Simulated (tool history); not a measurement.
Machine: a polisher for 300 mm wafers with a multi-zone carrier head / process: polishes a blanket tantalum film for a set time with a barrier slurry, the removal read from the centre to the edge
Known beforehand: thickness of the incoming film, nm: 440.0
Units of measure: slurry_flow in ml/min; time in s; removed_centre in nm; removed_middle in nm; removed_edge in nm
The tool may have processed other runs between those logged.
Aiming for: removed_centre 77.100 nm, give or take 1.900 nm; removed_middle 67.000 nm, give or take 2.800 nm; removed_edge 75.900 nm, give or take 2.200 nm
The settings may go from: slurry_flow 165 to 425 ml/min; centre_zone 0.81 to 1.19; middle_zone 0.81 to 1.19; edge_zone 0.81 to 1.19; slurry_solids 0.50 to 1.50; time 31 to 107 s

{"run": 1, "hour": 0.0, "slurry_flow": 275, "centre_zone": 1.0, "middle_zone": 1.0, "edge_zone": 1.0, "slurry_solids": 1.0, "time": 69, "removed_centre": 110.37, "removed_middle": 114.58, "removed_edge": 107.44}
{"run": 2, "hour": 6.4, "slurry_flow": 275, "centre_zone": 1.08, "middle_zone": 1.0, "edge_zone": 1.0, "slurry_solids": 1.0, "time": 69, "removed_centre": 120.19, "removed_middle": 110.88, "removed_edge": 107.5}
{"run": 3, "hour": 7.1, "slurry_flow": 275, "centre_zone": 1.08, "middle_zone": 1.04, "edge_zone": 1.0, "slurry_solids": 1.0, "time": 69, "removed_centre": 121.38, "removed_middle": 114.95, "removed_edge": 109.45}
{"run": 4, "hour": 9.1, "slurry_flow": 260, "centre_zone": 1.07, "middle_zone": 0.98, "edge_zone": 1.03, "slurry_solids": 0.85, "time": 65, "removed_centre": 108.72, "removed_middle": 98.365, "removed_edge": 97.792}
{"run": 5, "hour": 13.3, "slurry_flow": 245, "centre_zone": 1.04, "middle_zone": 0.93, "edge_zone": 1.06, "slurry_solids": 0.75, "time": 62, "removed_centre": 96.991, "removed_middle": 89.312, "removed_edge": 93.36}
{"run": 6, "hour": 17.8, "slurry_flow": 235, "centre_zone": 1.03, "middle_zone": 0.9, "edge_zone": 1.05, "slurry_solids": 0.7, "time": 60, "removed_centre": 90.505, "removed_middle": 80.212, "removed_edge": 87.729}
{"run": 7, "hour": 18.5, "slurry_flow": 230, "centre_zone": 1.01, "middle_zone": 0.88, "edge_zone": 1.0, "slurry_solids": 0.7, "time": 60, "removed_centre": 89.277, "removed_middle": 80.102, "removed_edge": 86.301}
{"run": 8, "hour": 25.6, "slurry_flow": 225, "centre_zone": 1.0, "middle_zone": 0.86, "edge_zone": 0.99, "slurry_solids": 0.65, "time": 59, "removed_centre": 85.126, "removed_middle": 77.458, "removed_edge": 82.991}
{"run": 9, "hour": 28.9, "slurry_flow": 215, "centre_zone": 1.0, "middle_zone": 0.85, "edge_zone": 0.99, "slurry_solids": 0.6, "time": 58, "removed_centre": 81.534, "removed_middle": 72.586, "removed_edge": 80.534}
{"run": 10, "hour": 29.9, "slurry_flow": 210, "centre_zone": 1.0, "middle_zone": 0.84, "edge_zone": 0.98, "slurry_solids": 0.55, "time": 58, "removed_centre": 79.964, "removed_middle": 71.276, "removed_edge": 77.732}

Exactly one of the 5 candidate moves below puts every result within its allowed miss. Which one?
{"run": "A", "hour": 30.9, "slurry_flow": 170, "centre_zone": 1.06, "middle_zone": 0.81, "edge_zone": 1.12, "slurry_solids": 0.55, "time": 57, "removed_centre": "?", "removed_middle": "?", "removed_edge": "?"}
{"run": "B", "hour": 30.9, "slurry_flow": 245, "centre_zone": 0.94, "middle_zone": 0.89, "edge_zone": 1.07, "slurry_solids": 0.6, "time": 57, "removed_centre": "?", "removed_middle": "?", "removed_edge": "?"}
{"run": "C", "hour": 30.9, "slurry_flow": 230, "centre_zone": 1.0, "middle_zone": 0.84, "edge_zone": 1.02, "slurry_solids": 0.5, "time": 56, "removed_centre": "?", "removed_middle": "?", "removed_edge": "?"}
{"run": "D", "hour": 30.9, "slurry_flow": 240, "centre_zone": 0.99, "middle_zone": 0.87, "edge_zone": 1.01, "slurry_solids": 0.55, "time": 58, "removed_centre": "?", "removed_middle": "?", "removed_edge": "?"}
{"run": "E", "hour": 30.9, "slurry_flow": 185, "centre_zone": 1.06, "middle_zone": 0.87, "edge_zone": 0.93, "slurry_solids": 0.6, "time": 55, "removed_centre": "?", "removed_middle": "?", "removed_edge": "?"}

move=A removed_centre=80.925 removed_middle=65.704 removed_edge=79.456
move=B removed_centre=76.568 removed_middle=75.433 removed_edge=81.864
move=C removed_centre=76.683 removed_middle=67.734 removed_edge=75.884
move=D removed_centre=80.503 removed_middle=73.886 removed_edge=79.995
move=E removed_centre=80.440 removed_middle=69.142 removed_edge=73.194
A: brings the result that was furthest off to its target, and leaves another outside
B: moves away from the targets compared with the last run
C: all results land within tolerance of their targets
D: moves away from the targets compared with the last run
E: brings the result that was furthest off to its target, and leaves another outside
Move C is the one to make.
